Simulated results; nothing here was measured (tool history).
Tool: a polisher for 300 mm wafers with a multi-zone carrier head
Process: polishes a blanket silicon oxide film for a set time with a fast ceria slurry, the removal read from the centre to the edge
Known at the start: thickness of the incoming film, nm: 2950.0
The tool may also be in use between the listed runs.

run  hour  flow of slurry (ml/min)  pressure of the head's centre zone  pressure of the head's middle zone  pressure of the head's edge zone  polishing time (s)  film removed at the wafer's centre (nm)  film removed at mid-radius (nm)  film removed at the wafer's edge (nm)
  1     0                      125                                   1                                   1                                 1                  78                                   609.61                           550.28                                 548.37
  2   2.4                      125                                   1                                   1                              1.04                  78                                   594.92                           555.54                                 548.23
  3   6.8                      130                                0.98                                1.01                              1.06                  79                                   613.81                           579.17                                 571.09
  4  12.1                      130                                0.98                                1.01                              0.99                  79                                   616.97                           575.45                                 550.96
  5  13.4                      130                                0.96                                1.03                              1.02                  80                                    609.5                           584.15                                 569.32
  6  18.2                      140                                0.94                                1.05                              1.04                  80                                   609.32                            617.3                                 582.55
  7    24                      140                                0.94                                1.05                              1.04                  80                                   601.97                              610                                 585.29
  8  32.1                      145                                0.92                                1.07                              1.05                  80                                   588.08                           621.91                                  590.9
  9  40.4                      150                                0.91                                1.09                              1.05                  80                                   605.13                            643.7                                 588.06
 10  47.8                      155                                 0.9                                 1.1                              1.07                  80                                   600.72                           649.39                                 601.85
 11  50.1                      155                                0.89                                1.11                              1.08                  80                                   592.66                           656.04                                 598.11
 12  56.8                      155                                0.88                                1.12                               1.1                  80                                   591.81                           659.08                                 606.76
 13  61.2                      155                                0.87                                1.13                              1.11                  80                                   581.32                           663.69                                  610.2
 14  61.9                      155                                0.86                                1.14                              1.11                  80                                   570.55                           675.12                                 611.07
 15  65.1                      155                                0.85                                1.15                              1.12                  80                                   570.74                           674.71                                  608.1
 16  67.7                      155                                0.84                                1.16                              1.13                  80                                   561.56                           672.47                                 618.63

The next listed run, before its measurement:
 17  75.1                      160                                0.82                                1.18                              1.12                  81                                        ?                                ?                                      ?

Run 17 gave film removed at the wafer's centre (nm) 557.7, film removed at mid-radius (nm) 703.37, film removed at the wafer's edge (nm) 621.05.

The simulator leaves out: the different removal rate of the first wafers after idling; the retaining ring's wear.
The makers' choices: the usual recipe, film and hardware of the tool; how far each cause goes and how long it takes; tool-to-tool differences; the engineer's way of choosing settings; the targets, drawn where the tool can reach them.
